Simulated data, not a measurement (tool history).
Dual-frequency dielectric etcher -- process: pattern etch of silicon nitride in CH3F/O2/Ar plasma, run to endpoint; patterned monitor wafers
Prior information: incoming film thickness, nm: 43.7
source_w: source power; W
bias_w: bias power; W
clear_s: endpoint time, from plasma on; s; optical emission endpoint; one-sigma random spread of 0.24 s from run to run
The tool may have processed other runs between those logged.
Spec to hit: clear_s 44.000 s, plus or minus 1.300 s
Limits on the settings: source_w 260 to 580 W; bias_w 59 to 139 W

run	hour	source_w	bias_w	clear_s
1	0.0	420	99	52.324
2	7.9	440	103	50.657
3	15.7	460	106	49.143
4	18.7	530	106	46.831
5	26.6	490	106	47.890
6	29.0	490	92	51.785
7	31.8	500	96	50.067
8	38.2	510	100	48.762

5 candidate next runs follow, results not yet known. Just one meets every target within its allowed miss. Identify it.
A	44.6	520	110	?
B	44.6	540	100	?
C	44.6	550	118	?
D	44.6	420	84	?
E	44.6	580	133	?

move	clear_s
A	46.244
B	47.578
C	44.004
D	55.947
E	41.023
A: closes in on the targets versus the last run, not all within tolerance yet
B: closes in on the targets versus the last run, not all within tolerance yet
C: hits every target within its allowed miss
D: moves away from the targets compared with the last run
E: the result that was furthest off in the last run now lies on the other side of its target
The move that meets every target is C.

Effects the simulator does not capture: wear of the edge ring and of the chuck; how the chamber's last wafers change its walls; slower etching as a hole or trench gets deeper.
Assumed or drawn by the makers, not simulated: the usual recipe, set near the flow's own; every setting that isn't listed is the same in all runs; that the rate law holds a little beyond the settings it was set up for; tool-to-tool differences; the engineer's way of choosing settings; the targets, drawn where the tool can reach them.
